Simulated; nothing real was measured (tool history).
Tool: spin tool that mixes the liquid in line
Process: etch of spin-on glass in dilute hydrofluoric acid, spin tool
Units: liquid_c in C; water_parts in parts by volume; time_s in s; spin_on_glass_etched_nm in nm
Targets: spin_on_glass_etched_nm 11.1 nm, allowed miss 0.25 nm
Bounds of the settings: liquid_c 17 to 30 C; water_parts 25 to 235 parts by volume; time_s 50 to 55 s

run,hour,liquid_c,water_parts,time_s,spin_on_glass_etched_nm
1,0,22,130,50,13.088
2,8.8,22,130,55,14.362
3,13.2,20.5,135,55,12.935
4,15.6,19.5,135,55,12.494
5,19.3,19.5,120,55,14.39
6,22.1,17,120,55,12.942
7,30.6,17,125,55,12.345
8,31.8,17,130,55,11.687

5 next moves are on the table. One of them brings every result within its allowed miss. Which?
A,33,19,140,55,?
B,33,17,125,50,?
C,33,17,120,50,?
D,33,17,120,55,?
E,33,18,125,50,?

move,spin_on_glass_etched_nm
A,11.597
B,11.061
C,11.585
D,12.743
E,11.526
A: nearer than the last run, and not there yet
B: meets every target
C: nearer than the last run, and not there yet
D: further off than the last run
E: nearer than the last run, and not there yet
The right move is B.
